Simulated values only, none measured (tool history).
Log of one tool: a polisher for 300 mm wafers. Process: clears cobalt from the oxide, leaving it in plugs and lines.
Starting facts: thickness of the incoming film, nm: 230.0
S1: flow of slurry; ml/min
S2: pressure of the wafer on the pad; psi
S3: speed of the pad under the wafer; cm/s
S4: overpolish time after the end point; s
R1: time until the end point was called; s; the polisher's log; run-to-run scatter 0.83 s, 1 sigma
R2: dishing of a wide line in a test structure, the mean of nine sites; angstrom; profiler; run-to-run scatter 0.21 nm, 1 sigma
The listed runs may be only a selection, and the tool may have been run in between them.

run  hour   S1   S2   S3  S4      R1      R2
  1     0  215  1.2  102  12  69.821   270.2
  2   7.7  215  1.2  102  11  69.723  255.03
  3  15.9  215  1.2  102  10  70.903  231.48
  4    19  215  1.2  102   9  69.802  219.96
  5  19.7  215  1.2   82   9  85.643  184.07
  6  25.5  215  1.5   82   9    69.5  214.43

Run 7 comes next. What will it give?
  7  31.5  230  1.5  76   8   ?   ?

{"run 7": {"R1": 72.87, "R2": 189.69}}

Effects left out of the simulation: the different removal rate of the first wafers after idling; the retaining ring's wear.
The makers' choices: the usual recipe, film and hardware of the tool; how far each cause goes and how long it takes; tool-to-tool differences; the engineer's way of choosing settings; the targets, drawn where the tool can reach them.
